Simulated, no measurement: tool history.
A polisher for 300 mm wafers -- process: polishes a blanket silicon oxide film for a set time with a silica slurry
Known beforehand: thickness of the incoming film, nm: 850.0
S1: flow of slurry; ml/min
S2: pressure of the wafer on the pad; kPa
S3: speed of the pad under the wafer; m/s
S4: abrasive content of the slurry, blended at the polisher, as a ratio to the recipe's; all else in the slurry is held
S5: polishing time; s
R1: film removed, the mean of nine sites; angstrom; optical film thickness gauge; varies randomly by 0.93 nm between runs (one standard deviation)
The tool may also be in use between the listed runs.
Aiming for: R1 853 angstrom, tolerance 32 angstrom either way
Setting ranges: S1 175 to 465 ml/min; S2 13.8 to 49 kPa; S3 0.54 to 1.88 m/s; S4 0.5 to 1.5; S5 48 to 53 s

run	hour	S1	S2	S3	S4	S5	R1
1	0	295	31	1.2	1	53	2222.7
2	6.1	295	26.9	1.06	1	53	1729.8
3	6.8	295	24.1	0.98	1	53	1474.6
4	8.7	295	24.1	1.26	1	53	1778.6
5	14.1	295	30.3	1.26	1	53	2284.8
6	21.7	295	30.3	1.26	1	53	2269.4
7	23.4	295	26.2	1.14	1	53	1810
8	29.6	295	26.2	1.14	1	53	1827.4

Below are 5 possible settings for the next run. Only one of them brings all results inside the allowed miss of their targets. Which is it?
A	35.8	265	20.7	0.82	0.9	48	?
B	35.8	265	17.2	0.84	1	53	?
C	35.8	310	26.9	0.74	0.6	49	?
D	35.8	330	17.9	0.64	1.1	49	?
E	35.8	310	17.2	0.96	0.8	48	?

move	R1
A	925.45
B	922.52
C	902.01
D	760.87
E	843.11
A: nearer the targets than the last run, but a result is still out of spec
B: nearer the targets than the last run, but a result is still out of spec
C: nearer the targets than the last run, but a result is still out of spec
D: pushes the last run's worst result past its target
E: every result within its allowed miss
Move E is the one to make.

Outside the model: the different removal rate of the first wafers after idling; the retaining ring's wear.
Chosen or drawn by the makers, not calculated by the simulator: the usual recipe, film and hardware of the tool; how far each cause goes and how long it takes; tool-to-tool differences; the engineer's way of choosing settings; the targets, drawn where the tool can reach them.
